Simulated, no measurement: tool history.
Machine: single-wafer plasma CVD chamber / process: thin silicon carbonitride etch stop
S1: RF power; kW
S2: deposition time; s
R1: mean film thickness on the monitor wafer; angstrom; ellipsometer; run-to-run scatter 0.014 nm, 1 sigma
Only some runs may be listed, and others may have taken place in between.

run  hour     S1    S2      R1
  1     0  0.175  13.6  77.496
  2   6.6  0.185  13.6  78.043
  3  12.8  0.185  12.7  72.824
  4    21  0.185  14.3   82.48
  5  29.3  0.185  12.8  73.739
  6  31.3   0.18  12.7  72.538
  7  35.2   0.18  12.7  72.732

Run 8 is up next; what results do you expect?
  8  43.3  0.175  12.6   ?

{"run 8": {"R1": 71.521}}
